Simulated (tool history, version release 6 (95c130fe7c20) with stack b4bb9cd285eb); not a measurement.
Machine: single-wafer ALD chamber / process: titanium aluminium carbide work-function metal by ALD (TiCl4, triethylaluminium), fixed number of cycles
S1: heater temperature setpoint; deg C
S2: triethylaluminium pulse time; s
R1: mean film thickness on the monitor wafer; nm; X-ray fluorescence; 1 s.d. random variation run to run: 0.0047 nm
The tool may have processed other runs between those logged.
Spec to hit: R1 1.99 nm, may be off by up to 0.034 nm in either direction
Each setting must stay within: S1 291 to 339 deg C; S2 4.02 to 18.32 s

run  hour   S1     S2      R1
  1     0  315  11.17  2.2025
  2   0.6  312  10.84   2.182
  3   3.9  321  10.84  2.2437
  4   7.8  318  10.24  2.2042
  5  12.3  315   9.75  2.1705
  6  17.7  307   9.75  2.1068
  7  19.1  306   9.56   2.094
  8  26.4  305   9.39  2.0834
  9  29.8  304   9.24  2.0607
 10  36.3  303   9.15  2.0436
 11  42.6  302   9.09  2.0406
 12  46.2  296    8.3  1.9418
 13  52.3  297   8.34  1.9529
 14  56.3  297   8.37  1.9604

Below are 4 possible settings for the next run. Only one of them brings all results inside the allowed miss of their targets. Which is it?
  A  60.3  291   8.59   ?
  B  60.3  295   8.33   ?
  C  60.3  293  12.36   ?
  D  60.3  293    9.7   ?

move      R1
   A   1.917
   B  1.9289
   C  2.0466
   D   1.987
A: its largest miss is bigger than the last run's
B: its largest miss is bigger than the last run's
C: takes the result that was furthest off past its target
D: hits every target within its allowed miss
Answer: D

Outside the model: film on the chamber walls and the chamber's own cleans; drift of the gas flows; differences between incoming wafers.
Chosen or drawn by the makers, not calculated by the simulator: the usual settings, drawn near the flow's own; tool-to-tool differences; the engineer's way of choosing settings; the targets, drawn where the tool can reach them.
